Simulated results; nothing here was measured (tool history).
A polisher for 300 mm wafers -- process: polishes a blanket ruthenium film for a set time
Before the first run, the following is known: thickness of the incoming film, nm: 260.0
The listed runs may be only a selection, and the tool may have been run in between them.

run    day  flow of slurry (ml/min)  pressure of the wafer on the pad (kPa)  speed of the pad under the wafer (m/s)  polishing time (s)  film removed (nm)
  1      0                      170                                    15.2                                    0.86                  48              52.23
  2  0.058                      180                                    17.2                                    0.86                  48             58.153
  3  0.212                      180                                    17.2                                     0.7                  48             47.957
  4  0.446                      180                                    19.3                                    0.74                  48             55.461
  5  0.542                      185                                    20.7                                    0.78                  48             62.132
  6  0.725                      185                                    22.8                                    0.78                  48             67.775
  7  0.908                      190                                    23.4                                     0.8                  48             70.825

Predict the results of run 8:
  8  1.238                      190                                    23.4                                    0.82                  48                  ?

film removed (nm): 72.408

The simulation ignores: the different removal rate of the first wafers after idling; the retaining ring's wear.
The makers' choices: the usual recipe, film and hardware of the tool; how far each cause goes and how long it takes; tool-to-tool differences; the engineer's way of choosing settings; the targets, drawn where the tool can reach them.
